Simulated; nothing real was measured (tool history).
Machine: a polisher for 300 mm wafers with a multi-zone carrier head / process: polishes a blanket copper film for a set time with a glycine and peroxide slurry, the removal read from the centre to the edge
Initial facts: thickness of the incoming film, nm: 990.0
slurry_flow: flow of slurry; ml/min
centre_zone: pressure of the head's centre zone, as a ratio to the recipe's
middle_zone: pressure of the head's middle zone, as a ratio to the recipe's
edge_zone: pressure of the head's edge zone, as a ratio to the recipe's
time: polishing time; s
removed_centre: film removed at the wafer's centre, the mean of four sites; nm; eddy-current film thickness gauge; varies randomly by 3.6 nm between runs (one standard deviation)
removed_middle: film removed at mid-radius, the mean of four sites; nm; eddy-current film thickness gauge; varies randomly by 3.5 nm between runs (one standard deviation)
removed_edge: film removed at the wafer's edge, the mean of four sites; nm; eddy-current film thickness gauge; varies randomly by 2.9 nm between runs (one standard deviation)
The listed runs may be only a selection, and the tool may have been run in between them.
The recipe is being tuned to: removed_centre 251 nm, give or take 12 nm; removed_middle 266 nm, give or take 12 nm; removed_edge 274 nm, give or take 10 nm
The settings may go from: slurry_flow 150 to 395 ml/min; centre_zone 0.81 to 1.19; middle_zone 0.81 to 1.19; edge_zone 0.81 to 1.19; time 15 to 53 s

run 1 hour=0 | slurry_flow=250 centre_zone=1 middle_zone=1 edge_zone=1 time=34 | removed_centre=219.76 removed_middle=216.52 removed_edge=218.4
run 2 hour=3.1 | slurry_flow=250 centre_zone=1 middle_zone=1 edge_zone=1.04 time=34 | removed_centre=218.48 removed_middle=217.53 removed_edge=218.95
run 3 hour=3.8 | slurry_flow=250 centre_zone=0.98 middle_zone=1 edge_zone=1.05 time=36 | removed_centre=226.78 removed_middle=232.36 removed_edge=235.71
run 4 hour=10.7 | slurry_flow=255 centre_zone=0.98 middle_zone=1 edge_zone=1.07 time=37 | removed_centre=235.4 removed_middle=233.12 removed_edge=250.11
run 5 hour=12.4 | slurry_flow=255 centre_zone=0.98 middle_zone=1 edge_zone=1.01 time=37 | removed_centre=235.96 removed_middle=238.98 removed_edge=243.57
run 6 hour=21.1 | slurry_flow=255 centre_zone=1.03 middle_zone=1 edge_zone=1.01 time=37 | removed_centre=248.93 removed_middle=242 removed_edge=242.38
run 7 hour=24.2 | slurry_flow=265 centre_zone=1.01 middle_zone=1.01 edge_zone=1.03 time=38 | removed_centre=252.19 removed_middle=249.86 removed_edge=254.72
run 8 hour=28.1 | slurry_flow=275 centre_zone=1 middle_zone=1.02 edge_zone=1.04 time=38 | removed_centre=248.7 removed_middle=253.05 removed_edge=251.14
run 9 hour=32.4 | slurry_flow=270 centre_zone=0.99 middle_zone=1.02 edge_zone=1.05 time=39 | removed_centre=247.78 removed_middle=253.47 removed_edge=259.05
run 10 hour=37.2 | slurry_flow=270 centre_zone=0.98 middle_zone=1.02 edge_zone=1.05 time=39 | removed_centre=247.91 removed_middle=255.7 removed_edge=259.12
run 11 hour=38 | slurry_flow=270 centre_zone=0.97 middle_zone=1.02 edge_zone=1.06 time=39 | removed_centre=238.67 removed_middle=255.24 removed_edge=263.99

Below are 5 possible settings for the next run. Only one of them brings all results inside the allowed miss of their targets. Which is it?
run A hour=38.8 | slurry_flow=315 centre_zone=1 middle_zone=1.1 edge_zone=0.97 time=41 | removed_centre=? removed_middle=? removed_edge=?
run B hour=38.8 | slurry_flow=310 centre_zone=0.94 middle_zone=0.99 edge_zone=1.04 time=41 | removed_centre=? removed_middle=? removed_edge=?
run C hour=38.8 | slurry_flow=280 centre_zone=0.97 middle_zone=1.08 edge_zone=1.06 time=37 | removed_centre=? removed_middle=? removed_edge=?
run D hour=38.8 | slurry_flow=260 centre_zone=0.88 middle_zone=1 edge_zone=1.15 time=40 | removed_centre=? removed_middle=? removed_edge=?
run E hour=38.8 | slurry_flow=190 centre_zone=1.12 middle_zone=1.11 edge_zone=1.04 time=39 | removed_centre=? removed_middle=? removed_edge=?

move=A removed_centre=267.55 removed_middle=290.53 removed_edge=268.69
move=B removed_centre=250.76 removed_middle=265.31 removed_edge=277.6
move=C removed_centre=231.09 removed_middle=255.09 removed_edge=250.52
move=D removed_centre=224.29 removed_middle=256.31 removed_edge=280.34
move=E removed_centre=266.16 removed_middle=261.44 removed_edge=251.88
A: takes the biggest miss from the last run beyond its target
B: all results land within tolerance of their targets
C: further off than the last run
D: further off than the last run
E: takes the biggest miss from the last run beyond its target
The move that meets every target is B.
